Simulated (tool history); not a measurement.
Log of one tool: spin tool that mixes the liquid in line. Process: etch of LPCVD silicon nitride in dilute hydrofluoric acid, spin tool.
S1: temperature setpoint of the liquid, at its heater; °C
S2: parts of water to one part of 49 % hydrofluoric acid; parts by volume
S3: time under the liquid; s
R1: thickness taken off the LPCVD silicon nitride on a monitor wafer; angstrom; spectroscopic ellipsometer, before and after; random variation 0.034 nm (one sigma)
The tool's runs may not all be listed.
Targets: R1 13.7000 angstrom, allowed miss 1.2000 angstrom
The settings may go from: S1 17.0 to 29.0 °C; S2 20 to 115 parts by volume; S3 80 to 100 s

Run 1, hour 0.0: S1 21.0 °C, S2 65 parts by volume, S3 100 s. Result: R1 6.7786 angstrom.
Run 2, hour 3.9: S1 21.5 °C, S2 65 parts by volume, S3 100 s. Result: R1 7.0476 angstrom.
Run 3, hour 8.4: S1 24.0 °C, S2 65 parts by volume, S3 100 s. Result: R1 8.3714 angstrom.
Run 4, hour 13.5: S1 24.5 °C, S2 65 parts by volume, S3 100 s. Result: R1 8.8506 angstrom.
Run 5, hour 21.1: S1 25.0 °C, S2 65 parts by volume, S3 100 s. Result: R1 8.9781 angstrom.
Run 6, hour 24.3: S1 25.5 °C, S2 65 parts by volume, S3 100 s. Result: R1 9.0964 angstrom.
Run 7, hour 29.6: S1 26.0 °C, S2 65 parts by volume, S3 100 s. Result: R1 9.1641 angstrom.
Run 8, hour 38.0: S1 26.0 °C, S2 65 parts by volume, S3 100 s. Result: R1 9.1819 angstrom.
Run 9, hour 44.6: S1 26.5 °C, S2 65 parts by volume, S3 100 s. Result: R1 9.8360 angstrom.
Run 10, hour 46.0: S1 28.0 °C, S2 60 parts by volume, S3 100 s. Result: R1 11.5370 angstrom.

5 next moves are on the table. One of them brings every result within its allowed miss. Which?
Run A, hour 47.4: S1 24.0 °C, S2 65 parts by volume, S3 100 s. Result: R1 ?.
Run B, hour 47.4: S1 22.5 °C, S2 50 parts by volume, S3 90 s. Result: R1 ?.
Run C, hour 47.4: S1 28.0 °C, S2 50 parts by volume, S3 80 s. Result: R1 ?.
Run D, hour 47.4: S1 29.0 °C, S2 70 parts by volume, S3 80 s. Result: R1 ?.
Run E, hour 47.4: S1 28.5 °C, S2 45 parts by volume, S3 85 s. Result: R1 ?.

move       R1
   A   8.5948
   B   9.0378
   C  11.6010
   D   8.8708
   E  14.1290
A: further off than the last run
B: further off than the last run
C: as far off as the last run
D: further off than the last run
E: meets every target
The right move is E.
